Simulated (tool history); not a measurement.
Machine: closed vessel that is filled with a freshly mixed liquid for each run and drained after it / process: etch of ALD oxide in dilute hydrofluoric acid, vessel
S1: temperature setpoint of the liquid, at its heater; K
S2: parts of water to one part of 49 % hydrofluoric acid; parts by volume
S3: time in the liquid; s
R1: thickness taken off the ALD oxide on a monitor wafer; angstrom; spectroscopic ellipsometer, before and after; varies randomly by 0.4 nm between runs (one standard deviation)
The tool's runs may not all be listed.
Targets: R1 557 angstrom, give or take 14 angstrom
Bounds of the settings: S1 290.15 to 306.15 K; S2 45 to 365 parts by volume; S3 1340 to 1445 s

run	day	S1	S2	S3	R1
1	0	298.15	205	1340	843.87
2	0.375	298.15	205	1445	901.41
3	0.575	296.65	210	1445	834.17
4	0.871	296.65	260	1445	644.89
5	1.083	296.15	260	1445	629.3
6	1.221	296.15	325	1445	472.67
7	1.542	296.65	325	1445	482.89
8	1.671	297.15	325	1445	486.26
9	1.938	297.65	325	1445	496.35
10	2.3	298.15	325	1445	502.23
11	2.688	298.65	325	1445	518.48

5 next moves are on the table. One of them brings every result within its allowed miss. Which?
A	3.075	297.15	275	1425	?
B	3.075	301.65	320	1445	?
C	3.075	299.15	310	1380	?
D	3.075	295.15	300	1430	?
E	3.075	299.15	305	1425	?

move	R1
A	600.74
B	582.17
C	533.88
D	502.55
E	563.16
A: moves the result that the last run missed by most past its target, out the other side
B: moves the result that the last run missed by most past its target, out the other side
C: gains on the last run, yet a result remains outside its allowed miss
D: the biggest miss grows against the last run
E: meets every target
E meets every target.
